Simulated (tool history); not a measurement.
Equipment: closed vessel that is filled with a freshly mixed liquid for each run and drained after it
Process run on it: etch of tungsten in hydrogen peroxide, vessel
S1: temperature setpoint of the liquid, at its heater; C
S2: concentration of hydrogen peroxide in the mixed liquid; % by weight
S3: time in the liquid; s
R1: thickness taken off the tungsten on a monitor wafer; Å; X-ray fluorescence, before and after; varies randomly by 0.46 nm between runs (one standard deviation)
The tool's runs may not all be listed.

run	hour	S1	S2	S3	R1
1	0	48	20.5	95	1149.4
2	0.6	54	20.5	95	1674.5
3	7.1	48.5	20.5	95	1177.1
4	12.8	45	20.5	95	952.42
5	18.6	45	20.5	95	960.12
6	27	45	20.5	95	964.9
7	32.6	42	20.5	95	777.74
8	33.2	40.5	20.5	95	718.05

Run 9 has not been measured yet. What should we expect?
9	37.8	39.5	20.5	95	?

Run 9 yielded R1 664.29 Å.
